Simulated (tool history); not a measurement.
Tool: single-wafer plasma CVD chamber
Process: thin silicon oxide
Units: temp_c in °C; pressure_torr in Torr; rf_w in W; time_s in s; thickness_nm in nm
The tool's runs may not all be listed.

run  hour  temp_c  pressure_torr  rf_w  time_s  thickness_nm
  1   0.0     400          0.692   235     8.4       11.9470
  2   3.3     400          0.692   235     8.0       11.4120
  3   6.3     400          0.692   235     8.4       11.9730
  4  10.4     400          0.692   235     8.4       12.0330
  5  14.8     400          0.692   250     8.4       12.3010
  6  20.5     400          0.630   240     8.4       11.0340
  7  26.5     400          0.492   205     8.2        7.8668

The next listed run, before its measurement:
  8  35.2     400          0.485   205     8.2             ?

thickness_nm: 7.7088 nm
